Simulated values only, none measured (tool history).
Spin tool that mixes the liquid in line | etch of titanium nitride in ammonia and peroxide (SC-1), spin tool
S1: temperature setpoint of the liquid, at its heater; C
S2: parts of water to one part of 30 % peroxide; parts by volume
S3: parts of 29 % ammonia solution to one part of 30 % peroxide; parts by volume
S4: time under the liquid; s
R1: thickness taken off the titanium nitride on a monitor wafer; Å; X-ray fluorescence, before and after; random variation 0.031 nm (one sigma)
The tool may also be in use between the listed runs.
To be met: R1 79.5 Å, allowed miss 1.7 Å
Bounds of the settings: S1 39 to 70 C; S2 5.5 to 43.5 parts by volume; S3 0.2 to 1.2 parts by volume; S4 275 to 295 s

run 1 day=0 | S1=55 S2=24.5 S3=0.85 S4=275 | R1=88.558
run 2 day=0.071 | S1=55 S2=24.5 S3=0.85 S4=275 | R1=88.372
run 3 day=0.125 | S1=59 S2=24.5 S3=0.85 S4=275 | R1=115.57
run 4 day=0.175 | S1=63.5 S2=24.5 S3=0.85 S4=275 | R1=153.88
run 5 day=0.467 | S1=63.5 S2=24.5 S3=0.6 S4=275 | R1=145.89
run 6 day=0.679 | S1=63.5 S2=24.5 S3=0.8 S4=275 | R1=153.32
run 7 day=0.738 | S1=61 S2=24.5 S3=0.8 S4=275 | R1=129.16
run 8 day=0.912 | S1=59 S2=24.5 S3=0.8 S4=275 | R1=113.5
run 9 day=1.129 | S1=57.5 S2=24.5 S3=0.8 S4=275 | R1=103.47
run 10 day=1.279 | S1=52.5 S2=24.5 S3=0.8 S4=275 | R1=72.948
run 11 day=1.617 | S1=53 S2=24.5 S3=0.8 S4=275 | R1=75.597
run 12 day=1.696 | S1=54 S2=24.5 S3=0.8 S4=275 | R1=81.501

4 next moves are on the table. One of them brings every result within its allowed miss. Which?
run A day=1.775 | S1=57.5 S2=31.5 S3=0.7 S4=275 | R1=?
run B day=1.775 | S1=55 S2=25 S3=0.75 S4=275 | R1=?
run C day=1.775 | S1=52 S2=21 S3=0.8 S4=280 | R1=?
run D day=1.775 | S1=52 S2=20.5 S3=0.7 S4=275 | R1=?

move=A R1=87.178
move=B R1=85.091
move=C R1=78.722
move=D R1=76.493
A: further off than the last run
B: further off than the last run
C: meets every target
D: takes the result that was furthest off past its target
The right move is C.
